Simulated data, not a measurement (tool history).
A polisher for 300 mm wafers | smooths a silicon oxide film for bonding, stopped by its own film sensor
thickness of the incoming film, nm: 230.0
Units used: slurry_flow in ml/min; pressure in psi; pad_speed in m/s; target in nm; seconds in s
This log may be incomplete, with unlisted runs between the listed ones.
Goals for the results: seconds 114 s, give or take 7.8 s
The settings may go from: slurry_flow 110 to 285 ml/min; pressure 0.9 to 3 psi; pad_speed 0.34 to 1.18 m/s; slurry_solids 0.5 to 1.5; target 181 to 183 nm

run 1 hour=0 | slurry_flow=180 pressure=1.9 pad_speed=0.76 slurry_solids=1 target=183 | seconds=76.077
run 2 hour=3.1 | slurry_flow=180 pressure=1.9 pad_speed=0.76 slurry_solids=1 target=183 | seconds=78.162
run 3 hour=7.4 | slurry_flow=180 pressure=1.9 pad_speed=0.76 slurry_solids=0.85 target=183 | seconds=81.011
run 4 hour=11.4 | slurry_flow=180 pressure=1.9 pad_speed=0.76 slurry_solids=0.85 target=181 | seconds=87.912
run 5 hour=14.2 | slurry_flow=205 pressure=1.9 pad_speed=0.76 slurry_solids=0.85 target=181 | seconds=85.212
run 6 hour=18.8 | slurry_flow=205 pressure=1.8 pad_speed=0.76 slurry_solids=0.85 target=181 | seconds=91.542
run 7 hour=26.9 | slurry_flow=205 pressure=1.7 pad_speed=0.76 slurry_solids=0.85 target=181 | seconds=90.444
run 8 hour=33.9 | slurry_flow=205 pressure=1.6 pad_speed=0.74 slurry_solids=0.85 target=181 | seconds=105.69

Which of these 4 next moves meets every target?
run A hour=40.9 | slurry_flow=220 pressure=1.6 pad_speed=0.76 slurry_solids=0.8 target=183 | seconds=?
run B hour=40.9 | slurry_flow=210 pressure=2.2 pad_speed=0.44 slurry_solids=0.65 target=181 | seconds=?
run C hour=40.9 | slurry_flow=195 pressure=1.6 pad_speed=0.68 slurry_solids=0.8 target=181 | seconds=?
run D hour=40.9 | slurry_flow=230 pressure=1.5 pad_speed=0.74 slurry_solids=0.95 target=182 | seconds=?

move=A seconds=94.45
move=B seconds=123.5
move=C seconds=109.34
move=D seconds=97.024
A: further off than the last run
B: moves the result that the last run missed by most past its target, out the other side
C: all results land within tolerance of their targets
D: further off than the last run
Go with C: it meets all targets.

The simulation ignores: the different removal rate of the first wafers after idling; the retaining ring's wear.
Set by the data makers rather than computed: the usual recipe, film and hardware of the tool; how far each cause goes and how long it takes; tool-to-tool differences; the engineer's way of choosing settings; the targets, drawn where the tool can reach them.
